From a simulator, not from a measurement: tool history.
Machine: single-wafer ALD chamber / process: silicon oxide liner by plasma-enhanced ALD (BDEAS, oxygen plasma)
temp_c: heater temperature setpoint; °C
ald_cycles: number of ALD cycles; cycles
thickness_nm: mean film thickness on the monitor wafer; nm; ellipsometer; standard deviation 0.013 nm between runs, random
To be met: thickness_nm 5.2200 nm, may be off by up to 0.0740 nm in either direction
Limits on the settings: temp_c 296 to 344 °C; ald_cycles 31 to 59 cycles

run	hour	temp_c	ald_cycles	thickness_nm
1	0.0	320	45	4.4453
2	1.9	324	45	4.4187
3	9.7	333	45	4.3958
4	11.0	333	46	4.4646
5	14.3	332	47	4.5638
6	23.2	327	47	4.6218
# hour 29.4: thermocouple changed; heater temperature recalibrated
7	29.4	327	47	4.6350
8	35.1	327	47	4.6134

5 candidate next runs follow, results not yet known. Just one meets every target within its allowed miss. Identify it.
A	40.8	322	40	?
B	40.8	333	42	?
C	40.8	327	51	?
D	40.8	328	51	?
E	40.8	329	53	?

move	thickness_nm
A	3.9657
B	4.1059
C	5.0242
D	5.0178
E	5.2079
A: misses by more than the last run did
B: misses by more than the last run did
C: closes in on the targets versus the last run, not all within tolerance yet
D: closes in on the targets versus the last run, not all within tolerance yet
E: every result lands within tolerance
The move that meets every target is E.
